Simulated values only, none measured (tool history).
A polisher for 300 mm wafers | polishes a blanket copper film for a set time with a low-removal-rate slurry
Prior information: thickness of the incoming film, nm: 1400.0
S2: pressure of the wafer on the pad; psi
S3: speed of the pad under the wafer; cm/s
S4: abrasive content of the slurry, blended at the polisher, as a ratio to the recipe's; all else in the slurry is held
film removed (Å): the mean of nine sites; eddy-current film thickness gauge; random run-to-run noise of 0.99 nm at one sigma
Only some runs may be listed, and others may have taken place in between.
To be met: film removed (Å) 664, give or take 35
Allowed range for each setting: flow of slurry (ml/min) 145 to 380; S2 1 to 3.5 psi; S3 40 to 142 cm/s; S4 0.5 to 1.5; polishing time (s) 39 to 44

run 1 hour=0 | flow_of_slurry_(ml/min)=245 S2=2.2 S3=90 S4=1 polishing_time_(s)=44 | film_removed_(Å)=990.86
run 2 hour=4 | flow_of_slurry_(ml/min)=295 S2=2.2 S3=90 S4=1 polishing_time_(s)=44 | film_removed_(Å)=1017.5
run 3 hour=8.7 | flow_of_slurry_(ml/min)=295 S2=2 S3=90 S4=1 polishing_time_(s)=44 | film_removed_(Å)=942.43
run 4 hour=17.1 | flow_of_slurry_(ml/min)=250 S2=2 S3=90 S4=1 polishing_time_(s)=44 | film_removed_(Å)=911.6
run 5 hour=18.7 | flow_of_slurry_(ml/min)=250 S2=2 S3=90 S4=1 polishing_time_(s)=44 | film_removed_(Å)=924.83
run 6 hour=27.6 | flow_of_slurry_(ml/min)=250 S2=1.8 S3=90 S4=1 polishing_time_(s)=44 | film_removed_(Å)=817.68
run 7 hour=34.7 | flow_of_slurry_(ml/min)=250 S2=1.7 S3=90 S4=1 polishing_time_(s)=44 | film_removed_(Å)=790.02
run 8 hour=40.4 | flow_of_slurry_(ml/min)=250 S2=1.3 S3=88 S4=1 polishing_time_(s)=44 | film_removed_(Å)=593.08

Consider the 4 candidate settings below. Which is the only one whose results all fall within their allowed miss of target?
run A hour=46.1 | flow_of_slurry_(ml/min)=285 S2=1.2 S3=116 S4=1.05 polishing_time_(s)=42 | film_removed_(Å)=?
run B hour=46.1 | flow_of_slurry_(ml/min)=245 S2=1.1 S3=86 S4=0.9 polishing_time_(s)=44 | film_removed_(Å)=?
run C hour=46.1 | flow_of_slurry_(ml/min)=230 S2=1.1 S3=100 S4=0.8 polishing_time_(s)=44 | film_removed_(Å)=?
run D hour=46.1 | flow_of_slurry_(ml/min)=270 S2=1.1 S3=90 S4=0.95 polishing_time_(s)=44 | film_removed_(Å)=?

move=A film_removed_(Å)=669.04
move=B film_removed_(Å)=493.25
move=C film_removed_(Å)=541.27
move=D film_removed_(Å)=519.66
A: meets every target
B: misses by more than the last run did
C: misses by more than the last run did
D: misses by more than the last run did
So the answer is move A, the one that meets all the targets.
